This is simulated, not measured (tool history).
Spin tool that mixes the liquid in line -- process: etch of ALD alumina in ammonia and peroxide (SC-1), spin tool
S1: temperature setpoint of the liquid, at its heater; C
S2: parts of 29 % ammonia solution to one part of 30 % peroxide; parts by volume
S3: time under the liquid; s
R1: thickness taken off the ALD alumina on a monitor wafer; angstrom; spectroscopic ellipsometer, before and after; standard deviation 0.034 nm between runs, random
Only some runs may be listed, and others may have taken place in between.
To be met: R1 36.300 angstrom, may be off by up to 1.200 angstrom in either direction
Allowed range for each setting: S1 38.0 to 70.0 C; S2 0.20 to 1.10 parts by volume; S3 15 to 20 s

Run 1, hour 0.0: S1 54.0 C, S2 0.60 parts by volume, S3 20 s. Result: R1 16.240 angstrom.
Run 2, hour 1.9: S1 58.0 C, S2 0.60 parts by volume, S3 20 s. Result: R1 20.325 angstrom.
Run 3, hour 5.6: S1 58.0 C, S2 0.60 parts by volume, S3 15 s. Result: R1 15.240 angstrom.
Run 4, hour 13.1: S1 63.0 C, S2 0.60 parts by volume, S3 15 s. Result: R1 19.842 angstrom.
Run 5, hour 18.1: S1 68.0 C, S2 0.60 parts by volume, S3 15 s. Result: R1 25.319 angstrom.
Run 6, hour 19.9: S1 70.0 C, S2 0.60 parts by volume, S3 15 s. Result: R1 28.645 angstrom.
Run 7, hour 20.5: S1 70.0 C, S2 0.75 parts by volume, S3 15 s. Result: R1 28.055 angstrom.
Run 8, hour 27.7: S1 70.0 C, S2 0.85 parts by volume, S3 15 s. Result: R1 29.169 angstrom.
Run 9, hour 32.1: S1 70.0 C, S2 0.95 parts by volume, S3 15 s. Result: R1 29.154 angstrom.
Run 10, hour 35.4: S1 70.0 C, S2 1.00 parts by volume, S3 15 s. Result: R1 28.929 angstrom.
Run 11, hour 38.6: S1 70.0 C, S2 1.05 parts by volume, S3 15 s. Result: R1 29.442 angstrom.
Run 12, hour 41.3: S1 70.0 C, S2 1.10 parts by volume, S3 20 s. Result: R1 39.420 angstrom.
Run 13, hour 48.0: S1 70.0 C, S2 1.10 parts by volume, S3 20 s. Result: R1 39.490 angstrom.
Run 14, hour 51.5: S1 69.5 C, S2 1.10 parts by volume, S3 20 s. Result: R1 38.827 angstrom.
Run 15, hour 58.5: S1 69.0 C, S2 1.10 parts by volume, S3 20 s. Result: R1 37.832 angstrom.

Exercise: of the 5 proposed moves below, exactly one satisfies all targets within the stated allowed misses. Which move is it?
Run A, hour 65.5: S1 70.0 C, S2 1.10 parts by volume, S3 20 s. Result: R1 ?.
Run B, hour 65.5: S1 69.5 C, S2 1.10 parts by volume, S3 20 s. Result: R1 ?.
Run C, hour 65.5: S1 70.0 C, S2 0.95 parts by volume, S3 20 s. Result: R1 ?.
Run D, hour 65.5: S1 67.5 C, S2 0.90 parts by volume, S3 20 s. Result: R1 ?.
Run E, hour 65.5: S1 68.0 C, S2 1.05 parts by volume, S3 20 s. Result: R1 ?.

move      R1
   A  39.804
   B  38.836
   C  39.257
   D  34.506
   E  35.897
A: moves away from the targets compared with the last run
B: moves away from the targets compared with the last run
C: moves away from the targets compared with the last run
D: takes the result that was furthest off past its target
E: all results in spec
Move E is the one to make.
